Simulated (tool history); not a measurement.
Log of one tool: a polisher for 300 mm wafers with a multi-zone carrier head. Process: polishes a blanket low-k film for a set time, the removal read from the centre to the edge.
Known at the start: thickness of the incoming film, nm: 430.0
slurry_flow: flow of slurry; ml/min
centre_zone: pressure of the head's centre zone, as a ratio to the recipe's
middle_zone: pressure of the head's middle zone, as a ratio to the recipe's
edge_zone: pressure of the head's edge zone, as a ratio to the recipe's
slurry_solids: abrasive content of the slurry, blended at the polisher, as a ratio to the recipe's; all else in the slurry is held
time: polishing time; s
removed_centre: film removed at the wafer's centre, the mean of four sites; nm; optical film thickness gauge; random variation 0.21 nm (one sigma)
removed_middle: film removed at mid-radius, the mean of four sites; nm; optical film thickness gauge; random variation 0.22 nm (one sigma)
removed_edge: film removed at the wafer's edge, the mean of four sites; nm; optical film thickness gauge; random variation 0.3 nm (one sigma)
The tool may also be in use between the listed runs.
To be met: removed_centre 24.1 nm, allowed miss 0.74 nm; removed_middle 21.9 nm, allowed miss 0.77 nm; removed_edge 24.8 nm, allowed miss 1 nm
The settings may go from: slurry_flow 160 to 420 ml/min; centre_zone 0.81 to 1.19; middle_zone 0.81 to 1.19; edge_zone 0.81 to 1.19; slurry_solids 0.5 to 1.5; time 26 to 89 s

run,hour,slurry_flow,centre_zone,middle_zone,edge_zone,slurry_solids,time,removed_centre,removed_middle,removed_edge
1,0,270,1,1,1,1,57,24.975,25.001,25.159
2,8.9,270,1,1.08,1,1,57,25.442,26.729,25.499
3,11.2,270,1,1.08,1,1.15,57,26.373,28.337,27.072
4,12.8,270,1,1.08,1,1,57,25.237,26.776,25.25
5,15.3,270,1,1.08,1.08,1,57,24.875,26.771,26.316
6,24.1,265,1,1.06,1.08,1,57,24.859,26.046,26.449
7,27.6,260,1,1.04,1.08,1,57,24.768,26.313,26.655
8,30.2,265,1,1.02,1.07,1,57,24.803,24.923,25.706
9,38.9,265,1,1.01,1.07,1,57,24.579,25.447,26.055
10,45.4,265,1,1.01,1.07,1,57,24.707,25.601,25.587
11,50.4,255,1.01,0.98,1.09,1,57,25.013,24.899,25.862

Which of these 5 next moves meets every target?
A,55.4,200,1.13,1.09,0.88,0.95,59,?,?,?
B,55.4,235,1.03,0.9,1.09,1.05,53,?,?,?
C,55.4,245,0.95,1.08,1.06,1.5,49,?,?,?
D,55.4,195,1.01,1.17,1.02,0.95,62,?,?,?
E,55.4,300,1.03,0.87,1.16,1.05,56,?,?,?

move,removed_centre,removed_middle,removed_edge
A,27.391,26.871,23.987
B,23.906,21.881,25.42
C,23.959,27.669,27.09
D,25.72,29.972,26.956
E,25.701,22.835,28.072
A: further off than the last run
B: meets every target
C: further off than the last run
D: further off than the last run
E: nearer than the last run, and not there yet
The right move is B.
